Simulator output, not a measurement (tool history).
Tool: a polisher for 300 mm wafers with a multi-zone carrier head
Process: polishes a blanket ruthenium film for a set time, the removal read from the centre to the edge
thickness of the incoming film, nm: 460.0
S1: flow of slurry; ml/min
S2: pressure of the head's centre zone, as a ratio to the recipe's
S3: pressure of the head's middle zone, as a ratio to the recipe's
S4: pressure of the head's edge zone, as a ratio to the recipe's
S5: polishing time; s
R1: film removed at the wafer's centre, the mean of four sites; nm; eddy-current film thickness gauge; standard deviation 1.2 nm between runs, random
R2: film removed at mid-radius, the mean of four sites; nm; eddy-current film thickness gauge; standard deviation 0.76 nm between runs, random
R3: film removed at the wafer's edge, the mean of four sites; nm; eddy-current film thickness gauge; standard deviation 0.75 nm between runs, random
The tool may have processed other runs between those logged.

{"run": 1, "hour": 0.0, "S1": 280, "S2": 1.0, "S3": 1.0, "S4": 1.0, "S5": 84, "R1": 83.161, "R2": 83.791, "R3": 81.55}
{"run": 2, "hour": 7.1, "S1": 290, "S2": 1.0, "S3": 1.02, "S4": 1.05, "S5": 90, "R1": 90.119, "R2": 91.234, "R3": 89.531}
{"run": 3, "hour": 11.2, "S1": 295, "S2": 0.99, "S3": 1.04, "S4": 1.08, "S5": 95, "R1": 94.652, "R2": 98.188, "R3": 95.445}
{"run": 4, "hour": 16.4, "S1": 300, "S2": 0.98, "S3": 1.05, "S4": 1.11, "S5": 99, "R1": 98.92, "R2": 103.8, "R3": 99.111}
{"run": 5, "hour": 25.1, "S1": 300, "S2": 0.98, "S3": 1.05, "S4": 1.11, "S5": 88, "R1": 86.687, "R2": 91.697, "R3": 88.612}
{"run": 6, "hour": 29.6, "S1": 300, "S2": 0.98, "S3": 1.05, "S4": 1.04, "S5": 88, "R1": 85.359, "R2": 92.997, "R3": 87.792}
{"run": 7, "hour": 32.7, "S1": 320, "S2": 0.96, "S3": 1.05, "S4": 1.07, "S5": 94, "R1": 92.884, "R2": 99.342, "R3": 94.284}
{"run": 8, "hour": 39.1, "S1": 310, "S2": 0.94, "S3": 1.05, "S4": 1.1, "S5": 99, "R1": 93.955, "R2": 104.25, "R3": 99.992}
{"run": 9, "hour": 43.3, "S1": 310, "S2": 0.94, "S3": 1.05, "S4": 1.1, "S5": 99, "R1": 95.927, "R2": 104.12, "R3": 100.49}

Run 10 comes next. What will it give?
{"run": 10, "hour": 45.7, "S1": 320, "S2": 0.93, "S3": 1.05, "S4": 1.12, "S5": 102, "R1": "?", "R2": "?", "R3": "?"}

Run 10 produced R1 95.131 nm, R2 108.420 nm, R3 104.440 nm.
